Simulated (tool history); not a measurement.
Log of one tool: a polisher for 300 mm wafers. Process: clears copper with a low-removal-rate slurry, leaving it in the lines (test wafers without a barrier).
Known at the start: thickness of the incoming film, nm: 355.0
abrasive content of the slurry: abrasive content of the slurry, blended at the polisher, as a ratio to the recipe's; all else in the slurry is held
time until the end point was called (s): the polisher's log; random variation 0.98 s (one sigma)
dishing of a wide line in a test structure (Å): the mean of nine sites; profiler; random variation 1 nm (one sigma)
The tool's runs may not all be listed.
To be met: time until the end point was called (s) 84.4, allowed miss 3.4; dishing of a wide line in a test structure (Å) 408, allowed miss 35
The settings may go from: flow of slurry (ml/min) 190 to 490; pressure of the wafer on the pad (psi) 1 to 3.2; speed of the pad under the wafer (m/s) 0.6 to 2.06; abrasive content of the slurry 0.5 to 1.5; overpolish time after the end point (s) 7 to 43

| run | hour | flow of slurry (ml/min) | pressure of the wafer on the pad (psi) | speed of the pad under the wafer (m/s) | abrasive content of the slurry | overpolish time after the end point (s) | time until the end point was called (s) | dishing of a wide line in a test structure (Å) |
|---|---|---|---|---|---|---|---|---|
| 1 | 0 | 315 | 2.1 | 1.32 | 1 | 22 | 137.34 | 336.11 |
| 2 | 7.7 | 315 | 2.1 | 1.32 | 1 | 15 | 135.16 | 252.2 |
| 3 | 10.8 | 315 | 2.3 | 1.32 | 1 | 16 | 122.87 | 284.09 |
| 4 | 12.1 | 315 | 2.3 | 1.32 | 1 | 24 | 123.76 | 376.85 |
| 5 | 17.1 | 315 | 2.3 | 1.18 | 1 | 24 | 137.94 | 351.13 |
| 6 | 19.5 | 315 | 2.3 | 1.42 | 1 | 24 | 116.96 | 408.65 |
| 7 | 20.4 | 315 | 2.4 | 1.42 | 1 | 23 | 112.41 | 382.25 |
| 8 | 25.6 | 315 | 2.5 | 1.42 | 1 | 23 | 105.85 | 402.52 |
| 9 | 29.5 | 315 | 3 | 1.44 | 1 | 17 | 89.461 | 387.69 |

5 next moves are on the table. One of them brings every result within its allowed miss. Which?
| A | 33.4 | 305 | 3.2 | 1.5 | 0.75 | 18 | ? | ? |
| B | 33.4 | 300 | 2.9 | 1.38 | 1.05 | 26 | ? | ? |
| C | 33.4 | 390 | 3.2 | 1.62 | 0.8 | 23 | ? | ? |
| D | 33.4 | 430 | 2.9 | 1.34 | 1.1 | 18 | ? | ? |
| E | 33.4 | 325 | 3.2 | 1.58 | 0.95 | 22 | ? | ? |

| move | time until the end point was called (s) | dishing of a wide line in a test structure (Å) |
|---|---|---|
| A | 86.476 | 410.04 |
| B | 95.963 | 475.11 |
| C | 77.547 | 501.87 |
| D | 94.948 | 383.99 |
| E | 77.838 | 489.52 |
A: meets every target
B: further off than the last run
C: takes the result that was furthest off past its target
D: further off than the last run
E: takes the result that was furthest off past its target
The right move is A.
